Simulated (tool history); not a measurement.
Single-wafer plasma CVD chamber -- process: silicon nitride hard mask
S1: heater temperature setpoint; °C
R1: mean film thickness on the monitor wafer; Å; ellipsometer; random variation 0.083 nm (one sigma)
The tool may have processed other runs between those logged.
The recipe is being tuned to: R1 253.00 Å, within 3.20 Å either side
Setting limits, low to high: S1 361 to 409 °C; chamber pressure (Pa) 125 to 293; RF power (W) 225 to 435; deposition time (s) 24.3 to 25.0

run 1 hour=0.0 | S1=385 chamber_pressure_(Pa)=209 RF_power_(W)=330 deposition_time_(s)=24.3 | R1=287.67
run 2 hour=1.5 | S1=385 chamber_pressure_(Pa)=209 RF_power_(W)=330 deposition_time_(s)=25.0 | R1=294.42
run 3 hour=6.1 | S1=385 chamber_pressure_(Pa)=200 RF_power_(W)=325 deposition_time_(s)=25.0 | R1=289.74
run 4 hour=9.6 | S1=394 chamber_pressure_(Pa)=200 RF_power_(W)=325 deposition_time_(s)=25.0 | R1=289.40
run 5 hour=11.6 | S1=394 chamber_pressure_(Pa)=200 RF_power_(W)=325 deposition_time_(s)=24.3 | R1=282.70
run 6 hour=15.6 | S1=394 chamber_pressure_(Pa)=192 RF_power_(W)=325 deposition_time_(s)=24.3 | R1=279.25
run 7 hour=22.1 | S1=394 chamber_pressure_(Pa)=185 RF_power_(W)=325 deposition_time_(s)=24.3 | R1=277.21
run 8 hour=24.1 | S1=394 chamber_pressure_(Pa)=179 RF_power_(W)=325 deposition_time_(s)=24.3 | R1=275.56
run 9 hour=28.8 | S1=394 chamber_pressure_(Pa)=173 RF_power_(W)=325 deposition_time_(s)=24.3 | R1=273.56
run 10 hour=32.6 | S1=394 chamber_pressure_(Pa)=168 RF_power_(W)=325 deposition_time_(s)=24.3 | R1=270.32
run 11 hour=39.4 | S1=394 chamber_pressure_(Pa)=163 RF_power_(W)=325 deposition_time_(s)=24.3 | R1=269.12

Next run, 4 choices. One meets every target within its allowed miss, the rest don't. Which?
run A hour=46.2 | S1=396 chamber_pressure_(Pa)=145 RF_power_(W)=300 deposition_time_(s)=24.4 | R1=?
run B hour=46.2 | S1=409 chamber_pressure_(Pa)=161 RF_power_(W)=310 deposition_time_(s)=24.3 | R1=?
run C hour=46.2 | S1=392 chamber_pressure_(Pa)=152 RF_power_(W)=315 deposition_time_(s)=24.3 | R1=?
run D hour=46.2 | S1=393 chamber_pressure_(Pa)=152 RF_power_(W)=310 deposition_time_(s)=24.6 | R1=?

move=A R1=253.18
move=B R1=261.22
move=C R1=261.97
move=D R1=262.72
A: all results land within tolerance of their targets
B: nearer the targets than the last run, but a result is still out of spec
C: nearer the targets than the last run, but a result is still out of spec
D: nearer the targets than the last run, but a result is still out of spec
A is the move that brings every result within its allowed miss.

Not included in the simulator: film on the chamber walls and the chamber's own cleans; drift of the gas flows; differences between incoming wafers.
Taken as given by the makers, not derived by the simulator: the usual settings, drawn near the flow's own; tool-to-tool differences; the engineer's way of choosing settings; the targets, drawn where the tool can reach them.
